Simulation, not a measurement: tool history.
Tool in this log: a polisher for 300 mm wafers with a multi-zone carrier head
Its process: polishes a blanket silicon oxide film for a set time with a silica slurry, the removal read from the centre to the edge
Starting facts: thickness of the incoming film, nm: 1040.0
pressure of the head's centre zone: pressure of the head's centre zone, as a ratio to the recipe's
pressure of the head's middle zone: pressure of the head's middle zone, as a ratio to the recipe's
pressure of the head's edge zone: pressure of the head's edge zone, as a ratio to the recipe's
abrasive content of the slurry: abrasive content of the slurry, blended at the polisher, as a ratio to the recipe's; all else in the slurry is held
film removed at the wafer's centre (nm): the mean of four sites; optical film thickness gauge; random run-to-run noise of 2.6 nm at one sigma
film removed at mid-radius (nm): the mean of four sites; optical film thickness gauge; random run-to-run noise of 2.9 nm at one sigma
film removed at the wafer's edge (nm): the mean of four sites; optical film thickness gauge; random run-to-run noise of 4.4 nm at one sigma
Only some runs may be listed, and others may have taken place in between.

run  hour  flow of slurry (ml/min)  pressure of the head's centre zone  pressure of the head's middle zone  pressure of the head's edge zone  abrasive content of the slurry  polishing time (s)  film removed at the wafer's centre (nm)  film removed at mid-radius (nm)  film removed at the wafer's edge (nm)
  1   0.0                      270                                1.00                                1.00                              1.00                            1.00                  68                                   244.64                           238.04                                 239.80
  2   2.7                      270                                1.01                                0.99                              1.02                            1.05                  68                                   249.43                           248.61                                 251.99
  3   6.7                      275                                1.03                                0.97                              1.03                            1.05                  68                                   260.17                           247.18                                 251.36
  4  14.6                      275                                1.03                                0.97                              1.07                            1.05                  68                                   258.39                           245.65                                 256.88
  5  17.8                      275                                1.03                                0.97                              1.07                            0.85                  68                                   228.48                           221.67                                 232.39
  6  21.3                      275                                1.04                                0.96                              1.08                            0.90                  68                                   240.85                           223.67                                 244.73
  7  25.2                      275                                1.05                                0.96                              1.09                            0.90                  68                                   243.87                           227.46                                 240.45

Expected results for the next run?
  8  32.4                      275                                1.05                                0.95                              1.10                            0.95                  68                                        ?                                ?                                      ?

{"run 8": {"film removed at the wafer's centre (nm)": 246.38, "film removed at mid-radius (nm)": 231.24, "film removed at the wafer's edge (nm)": 248.77}}

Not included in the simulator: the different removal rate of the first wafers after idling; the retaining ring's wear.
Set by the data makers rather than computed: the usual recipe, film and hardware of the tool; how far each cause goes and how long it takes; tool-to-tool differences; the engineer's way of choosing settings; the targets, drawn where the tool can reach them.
